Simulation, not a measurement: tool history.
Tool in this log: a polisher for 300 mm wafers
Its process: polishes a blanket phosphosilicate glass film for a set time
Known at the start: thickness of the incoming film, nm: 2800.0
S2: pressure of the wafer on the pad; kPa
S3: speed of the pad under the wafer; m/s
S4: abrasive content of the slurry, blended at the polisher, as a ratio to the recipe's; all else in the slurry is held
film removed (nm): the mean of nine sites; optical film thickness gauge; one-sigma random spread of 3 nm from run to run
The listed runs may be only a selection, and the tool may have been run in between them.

run 1 hour=0 | flow_of_slurry_(ml/min)=260 S2=28.3 S3=1.12 S4=1 polishing_time_(s)=53 | film_removed_(nm)=498.77
run 2 hour=3.2 | flow_of_slurry_(ml/min)=260 S2=26.9 S3=1.12 S4=1 polishing_time_(s)=53 | film_removed_(nm)=481.8
run 3 hour=8.4 | flow_of_slurry_(ml/min)=260 S2=25.5 S3=1.1 S4=1 polishing_time_(s)=53 | film_removed_(nm)=453.62
run 4 hour=13.8 | flow_of_slurry_(ml/min)=260 S2=24.1 S3=1.08 S4=1 polishing_time_(s)=53 | film_removed_(nm)=421.65
run 5 hour=18.8 | flow_of_slurry_(ml/min)=260 S2=22.8 S3=1.08 S4=1 polishing_time_(s)=53 | film_removed_(nm)=398.53
run 6 hour=22.8 | flow_of_slurry_(ml/min)=260 S2=22.8 S3=1.36 S4=1 polishing_time_(s)=53 | film_removed_(nm)=476.93
run 7 hour=28.9 | flow_of_slurry_(ml/min)=260 S2=21.4 S3=1.32 S4=1 polishing_time_(s)=53 | film_removed_(nm)=436.11
run 8 hour=33.2 | flow_of_slurry_(ml/min)=260 S2=20.7 S3=1.3 S4=1 polishing_time_(s)=53 | film_removed_(nm)=418.45
run 9 hour=40.1 | flow_of_slurry_(ml/min)=260 S2=20 S3=1.28 S4=1 polishing_time_(s)=53 | film_removed_(nm)=399.6
run 10 hour=45.9 | flow_of_slurry_(ml/min)=260 S2=19.3 S3=1.26 S4=1 polishing_time_(s)=53 | film_removed_(nm)=388.19
run 11 hour=48.7 | flow_of_slurry_(ml/min)=260 S2=18.6 S3=1.24 S4=1 polishing_time_(s)=53 | film_removed_(nm)=370.83

Predict the results of run 12:
run 12 hour=53 | flow_of_slurry_(ml/min)=260 S2=17.9 S3=1.22 S4=1 polishing_time_(s)=53 | film_removed_(nm)=?

film removed (nm): 350.61

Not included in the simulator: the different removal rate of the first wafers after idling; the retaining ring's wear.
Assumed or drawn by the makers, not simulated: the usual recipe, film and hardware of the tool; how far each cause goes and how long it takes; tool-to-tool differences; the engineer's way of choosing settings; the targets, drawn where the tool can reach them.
